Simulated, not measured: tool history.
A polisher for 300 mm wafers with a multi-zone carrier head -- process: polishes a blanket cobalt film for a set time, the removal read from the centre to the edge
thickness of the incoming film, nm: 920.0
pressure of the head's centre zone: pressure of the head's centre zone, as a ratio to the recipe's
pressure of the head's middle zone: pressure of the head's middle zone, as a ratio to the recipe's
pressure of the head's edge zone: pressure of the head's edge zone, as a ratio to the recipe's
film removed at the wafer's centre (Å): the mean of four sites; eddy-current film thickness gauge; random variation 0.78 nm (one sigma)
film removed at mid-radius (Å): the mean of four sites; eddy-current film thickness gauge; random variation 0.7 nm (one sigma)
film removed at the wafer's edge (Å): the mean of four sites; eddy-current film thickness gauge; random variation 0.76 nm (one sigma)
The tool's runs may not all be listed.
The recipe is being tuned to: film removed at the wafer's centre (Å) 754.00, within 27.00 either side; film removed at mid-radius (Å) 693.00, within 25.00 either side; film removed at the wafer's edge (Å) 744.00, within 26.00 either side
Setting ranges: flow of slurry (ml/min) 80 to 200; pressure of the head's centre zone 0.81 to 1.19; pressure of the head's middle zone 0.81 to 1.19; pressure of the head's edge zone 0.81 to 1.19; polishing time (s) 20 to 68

| run | hour | flow of slurry (ml/min) | pressure of the head's centre zone | pressure of the head's middle zone | pressure of the head's edge zone | polishing time (s) | film removed at the wafer's centre (Å) | film removed at mid-radius (Å) | film removed at the wafer's edge (Å) |
|---|---|---|---|---|---|---|---|---|---|
| 1 | 0.0 | 130 | 1.00 | 1.00 | 1.00 | 44 | 1359.60 | 1400.30 | 1380.10 |
| 2 | 8.6 | 130 | 0.97 | 1.00 | 1.00 | 44 | 1348.70 | 1348.30 | 1364.60 |
| 3 | 15.0 | 120 | 0.94 | 0.97 | 0.95 | 37 | 1086.40 | 1108.50 | 1124.50 |
| 4 | 16.8 | 115 | 0.95 | 0.93 | 0.92 | 32 | 929.99 | 941.61 | 911.31 |
| 5 | 20.5 | 115 | 0.95 | 0.93 | 1.00 | 32 | 926.40 | 920.78 | 964.39 |
| 6 | 22.7 | 115 | 0.95 | 0.96 | 1.00 | 32 | 920.01 | 948.77 | 970.24 |
| 7 | 28.5 | 110 | 0.95 | 0.91 | 0.99 | 30 | 855.00 | 840.70 | 897.64 |
| 8 | 36.5 | 90 | 0.94 | 0.81 | 0.89 | 27 | 720.94 | 669.16 | 739.68 |
| 9 | 40.5 | 95 | 0.94 | 0.81 | 0.88 | 27 | 734.18 | 663.03 | 743.22 |

Which of these 5 next moves meets every target?
| A | 44.5 | 130 | 0.98 | 0.86 | 0.95 | 25 | ? | ? | ? |
| B | 44.5 | 90 | 1.03 | 0.81 | 0.93 | 26 | ? | ? | ? |
| C | 44.5 | 80 | 0.95 | 0.81 | 0.88 | 28 | ? | ? | ? |
| D | 44.5 | 105 | 0.81 | 0.90 | 0.92 | 27 | ? | ? | ? |
| E | 44.5 | 80 | 0.86 | 0.91 | 0.82 | 29 | ? | ? | ? |

| move | film removed at the wafer's centre (Å) | film removed at mid-radius (Å) | film removed at the wafer's edge (Å) |
|---|---|---|---|
| A | 769.01 | 694.73 | 760.87 |
| B | 739.80 | 628.56 | 733.92 |
| C | 721.48 | 651.48 | 751.33 |
| D | 692.46 | 736.78 | 780.54 |
| E | 701.08 | 734.10 | 753.12 |
A: every result lands within tolerance
B: moves away from the targets compared with the last run
C: moves away from the targets compared with the last run
D: pushes the last run's worst result past its target
E: pushes the last run's worst result past its target
A is the move that brings every result within its allowed miss.
